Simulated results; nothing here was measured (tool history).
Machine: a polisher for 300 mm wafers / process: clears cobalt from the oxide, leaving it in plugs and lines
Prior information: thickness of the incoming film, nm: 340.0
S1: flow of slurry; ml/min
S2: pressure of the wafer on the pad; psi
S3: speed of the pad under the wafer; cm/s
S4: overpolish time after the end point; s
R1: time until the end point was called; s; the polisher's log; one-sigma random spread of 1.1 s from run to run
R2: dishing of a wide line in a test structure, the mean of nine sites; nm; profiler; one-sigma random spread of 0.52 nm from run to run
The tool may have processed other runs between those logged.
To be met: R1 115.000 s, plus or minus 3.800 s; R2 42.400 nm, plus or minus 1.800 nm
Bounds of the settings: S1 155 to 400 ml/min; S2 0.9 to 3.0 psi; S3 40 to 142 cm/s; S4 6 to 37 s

run 1 hour=0.0 | S1=255 S2=1.9 S3=90 S4=19 | R1=95.719 R2=39.060
run 2 hour=0.9 | S1=255 S2=2.3 S3=90 S4=19 | R1=77.876 R2=42.537
run 3 hour=2.4 | S1=255 S2=2.1 S3=90 S4=21 | R1=85.211 R2=41.669
run 4 hour=8.6 | S1=255 S2=1.9 S3=90 S4=23 | R1=94.559 R2=42.315
run 5 hour=16.0 | S1=255 S2=1.8 S3=90 S4=24 | R1=96.834 R2=42.991
run 6 hour=24.1 | S1=255 S2=1.8 S3=74 S4=24 | R1=119.610 R2=39.562
run 7 hour=25.3 | S1=255 S2=1.8 S3=74 S4=25 | R1=116.910 R2=39.779
run 8 hour=32.7 | S1=255 S2=1.8 S3=74 S4=26 | R1=119.320 R2=41.692

Pick the move, out of 4, that brings all results within their allowed miss; only one does.
run A hour=40.1 | S1=270 S2=1.9 S3=72 S4=22 | R1=? R2=?
run B hour=40.1 | S1=200 S2=2.1 S3=76 S4=29 | R1=? R2=?
run C hour=40.1 | S1=260 S2=2.2 S3=62 S4=21 | R1=? R2=?
run D hour=40.1 | S1=230 S2=2.7 S3=52 S4=27 | R1=? R2=?

move=A R1=113.600 R2=38.231
move=B R1=101.530 R2=44.138
move=C R1=114.180 R2=37.327
move=D R1=112.140 R2=41.787
A: brings the result that was furthest off to its target, and leaves another outside
B: the result that was furthest off in the last run now lies on the other side of its target
C: brings the result that was furthest off to its target, and leaves another outside
D: every result lands within tolerance
Go with D: it meets all targets.
